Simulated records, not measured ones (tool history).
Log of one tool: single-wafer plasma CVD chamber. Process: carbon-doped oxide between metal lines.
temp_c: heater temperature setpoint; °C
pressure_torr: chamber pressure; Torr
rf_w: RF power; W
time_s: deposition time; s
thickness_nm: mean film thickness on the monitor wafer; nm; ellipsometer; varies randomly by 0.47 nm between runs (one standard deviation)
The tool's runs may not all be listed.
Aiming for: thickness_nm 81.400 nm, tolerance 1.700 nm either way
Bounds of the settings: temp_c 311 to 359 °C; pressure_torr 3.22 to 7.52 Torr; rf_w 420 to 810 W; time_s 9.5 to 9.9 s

run	day	temp_c	pressure_torr	rf_w	time_s	thickness_nm
1	0.000	335	5.37	615	9.9	67.027
2	0.112	335	4.95	615	9.9	66.463
3	0.179	331	5.24	655	9.9	71.080
4	0.308	327	5.49	670	9.9	73.896
5	0.646	327	4.76	670	9.9	72.284
6	0.804	327	4.76	670	9.5	69.413
7	1.046	325	5.21	690	9.5	71.189
8	1.117	323	5.33	720	9.5	74.080
9	1.442	321	5.48	740	9.5	76.413
10	1.688	320	5.62	750	9.5	78.426

Of the 4 settings listed for the next run, only one would bring every result within its allowed miss of target. Which one?
A	1.933	314	5.03	780	9.9	?
B	1.933	311	5.10	725	9.8	?
C	1.933	314	5.57	770	9.9	?
D	1.933	332	4.83	745	9.8	?

move	thickness_nm
A	85.476
B	82.189
C	85.959
D	75.554
A: pushes the last run's worst result past its target
B: in spec on every target
C: pushes the last run's worst result past its target
D: its largest miss is bigger than the last run's
So the answer is move B, the one that meets all the targets.
